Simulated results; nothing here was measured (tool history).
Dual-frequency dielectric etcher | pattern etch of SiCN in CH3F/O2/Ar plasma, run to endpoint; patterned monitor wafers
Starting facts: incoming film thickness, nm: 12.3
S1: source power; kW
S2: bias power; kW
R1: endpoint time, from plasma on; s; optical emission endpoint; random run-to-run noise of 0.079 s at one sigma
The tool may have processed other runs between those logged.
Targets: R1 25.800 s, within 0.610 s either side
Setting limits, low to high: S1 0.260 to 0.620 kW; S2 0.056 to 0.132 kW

run,hour,S1,S2,R1
1,0.0,0.440,0.094,28.983
2,7.9,0.370,0.094,31.347
3,15.0,0.390,0.095,30.629
4,18.6,0.390,0.083,32.364
5,21.8,0.410,0.084,31.399
6,28.9,0.430,0.085,30.555
7,33.4,0.520,0.094,27.029
8,38.7,0.540,0.095,26.540

Which one of the following 4 next-run settings gets every result inside its allowed miss? There is exactly one.
A,44.0,0.560,0.085,?
B,44.0,0.540,0.087,?
C,44.0,0.550,0.098,?
D,44.0,0.490,0.089,?

move,R1
A,27.426
B,27.604
C,26.111
D,28.535
A: moves away from the targets compared with the last run
B: moves away from the targets compared with the last run
C: meets every target
D: moves away from the targets compared with the last run
Move C is the one to make.

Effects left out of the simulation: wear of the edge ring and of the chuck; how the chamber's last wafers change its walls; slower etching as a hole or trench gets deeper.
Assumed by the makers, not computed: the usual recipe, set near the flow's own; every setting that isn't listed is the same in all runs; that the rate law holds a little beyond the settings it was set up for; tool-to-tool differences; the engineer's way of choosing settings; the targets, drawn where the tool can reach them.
